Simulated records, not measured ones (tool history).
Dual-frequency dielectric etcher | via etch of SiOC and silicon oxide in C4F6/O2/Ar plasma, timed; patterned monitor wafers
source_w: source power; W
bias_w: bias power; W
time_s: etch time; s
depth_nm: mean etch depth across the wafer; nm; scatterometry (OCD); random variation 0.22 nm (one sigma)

run  hour  source_w  bias_w  time_s  depth_nm
  1   0.0       270     232    53.0    61.540
  2   7.8       300     236    53.0    64.803
  3  10.1       320     238    53.0    66.925
  4  18.2       320     238    48.5    60.741
  5  25.4       320     238    53.0    66.676
  6  32.8       320     238    53.0    66.608
  7  40.2       330     240    53.0    67.795
  8  42.1       340     241    53.0    68.541

Run 9 comes next. What will it give?
  9  50.3       350     242    53.0         ?

depth_nm: 69.641 nm
